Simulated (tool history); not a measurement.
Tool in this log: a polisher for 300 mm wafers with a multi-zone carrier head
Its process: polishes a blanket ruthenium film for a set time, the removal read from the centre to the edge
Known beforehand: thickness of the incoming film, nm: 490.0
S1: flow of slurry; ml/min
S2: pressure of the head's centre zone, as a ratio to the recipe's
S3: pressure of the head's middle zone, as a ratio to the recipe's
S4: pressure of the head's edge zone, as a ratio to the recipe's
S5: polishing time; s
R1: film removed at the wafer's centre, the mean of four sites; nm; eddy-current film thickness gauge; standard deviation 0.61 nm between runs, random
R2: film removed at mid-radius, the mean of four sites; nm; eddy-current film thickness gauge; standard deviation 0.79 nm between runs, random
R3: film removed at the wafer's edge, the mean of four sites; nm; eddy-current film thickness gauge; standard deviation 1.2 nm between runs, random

{"run": 1, "day": 0.0, "S1": 315, "S2": 1.0, "S3": 1.0, "S4": 1.0, "S5": 68, "R1": 77.261, "R2": 74.908, "R3": 76.929}
{"run": 2, "day": 0.262, "S1": 315, "S2": 1.0, "S3": 0.95, "S4": 1.0, "S5": 68, "R1": 75.134, "R2": 70.955, "R3": 75.015}
{"run": 3, "day": 0.55, "S1": 315, "S2": 0.95, "S3": 0.95, "S4": 1.0, "S5": 68, "R1": 72.931, "R2": 71.582, "R3": 75.938}
{"run": 4, "day": 0.779, "S1": 325, "S2": 1.0, "S3": 0.95, "S4": 1.05, "S5": 70, "R1": 78.397, "R2": 72.316, "R3": 79.681}
{"run": 5, "day": 1.033, "S1": 325, "S2": 1.04, "S3": 0.95, "S4": 1.05, "S5": 70, "R1": 82.15, "R2": 73.841, "R3": 80.378}
{"run": 6, "day": 1.188, "S1": 325, "S2": 0.99, "S3": 0.95, "S4": 1.05, "S5": 70, "R1": 78.79, "R2": 74.83, "R3": 81.112}
{"run": 7, "day": 1.412, "S1": 345, "S2": 1.02, "S3": 0.95, "S4": 1.09, "S5": 70, "R1": 80.387, "R2": 72.807, "R3": 81.433}

Run 8 comes next. What will it give?
{"run": 8, "day": 1.671, "S1": 345, "S2": 1.04, "S3": 0.96, "S4": 1.11, "S5": 71, "R1": "?", "R2": "?", "R3": "?"}

Run 8 came out at R1 83.670 nm, R2 74.793 nm, R3 84.950 nm.

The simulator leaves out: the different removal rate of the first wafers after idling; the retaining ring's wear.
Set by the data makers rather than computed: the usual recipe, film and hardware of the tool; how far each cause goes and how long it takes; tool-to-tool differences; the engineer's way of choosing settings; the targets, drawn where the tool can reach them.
